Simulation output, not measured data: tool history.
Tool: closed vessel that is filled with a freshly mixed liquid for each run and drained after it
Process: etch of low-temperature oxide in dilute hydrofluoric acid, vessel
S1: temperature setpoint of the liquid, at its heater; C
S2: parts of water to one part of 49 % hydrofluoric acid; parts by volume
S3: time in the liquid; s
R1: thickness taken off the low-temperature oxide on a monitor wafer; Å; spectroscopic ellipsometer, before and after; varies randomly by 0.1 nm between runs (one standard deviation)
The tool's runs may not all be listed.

run,hour,S1,S2,S3,R1
1,0,26,95,95,194.5
2,5,25,95,95,187.18
3,12.6,26.5,95,95,195.77
4,16.9,25,95,95,186.87
5,19.4,24,95,95,178.59
6,27,23.5,95,95,175.24
7,36.3,23,95,95,174.97

For run 8, what comes out?
8,39.9,22.5,95,95,?

{"run 8": {"R1": 168.41}}

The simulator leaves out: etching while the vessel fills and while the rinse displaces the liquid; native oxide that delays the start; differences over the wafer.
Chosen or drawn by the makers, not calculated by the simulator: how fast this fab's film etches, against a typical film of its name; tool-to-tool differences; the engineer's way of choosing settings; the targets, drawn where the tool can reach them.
